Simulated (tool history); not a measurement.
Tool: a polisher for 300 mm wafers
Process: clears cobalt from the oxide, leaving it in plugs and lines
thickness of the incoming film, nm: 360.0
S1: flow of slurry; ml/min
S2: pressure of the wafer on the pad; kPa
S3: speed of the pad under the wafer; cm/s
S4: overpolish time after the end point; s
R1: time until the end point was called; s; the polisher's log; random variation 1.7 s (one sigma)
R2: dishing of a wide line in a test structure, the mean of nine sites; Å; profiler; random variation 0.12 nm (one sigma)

{"run": 1, "hour": 0.0, "S1": 140, "S2": 9.7, "S3": 124, "S4": 9, "R1": 72.014, "R2": 262.24}
{"run": 2, "hour": 4.4, "S1": 130, "S2": 8.3, "S3": 108, "S4": 7, "R1": 97.03, "R2": 186.75}
{"run": 3, "hour": 9.4, "S1": 130, "S2": 8.3, "S3": 108, "S4": 10, "R1": 97.106, "R2": 236.55}
{"run": 4, "hour": 12.9, "S1": 130, "S2": 6.9, "S3": 108, "S4": 10, "R1": 116.36, "R2": 217.94}
{"run": 5, "hour": 21.3, "S1": 130, "S2": 6.9, "S3": 108, "S4": 13, "R1": 118.19, "R2": 253.68}
{"run": 6, "hour": 27.7, "S1": 115, "S2": 6.9, "S3": 94, "S4": 10, "R1": 138.34, "R2": 199.63}
{"run": 7, "hour": 35.7, "S1": 145, "S2": 6.2, "S3": 84, "S4": 8, "R1": 157.53, "R2": 148.0}
{"run": 8, "hour": 42.0, "S1": 165, "S2": 5.5, "S3": 80, "S4": 7, "R1": 184.18, "R2": 115.41}
{"run": 9, "hour": 43.8, "S1": 180, "S2": 5.5, "S3": 80, "S4": 6, "R1": 181.83, "R2": 101.25}
{"run": 10, "hour": 50.6, "S1": 220, "S2": 4.1, "S3": 80, "S4": 3, "R1": 234.84, "R2": 43.605}

Run 11 comes next. What will it give?
{"run": 11, "hour": 53.4, "S1": 210, "S2": 4.1, "S3": 80, "S4": 3, "R1": "?", "R2": "?"}

{"run 11": {"R1": 236.44, "R2": 42.784}}
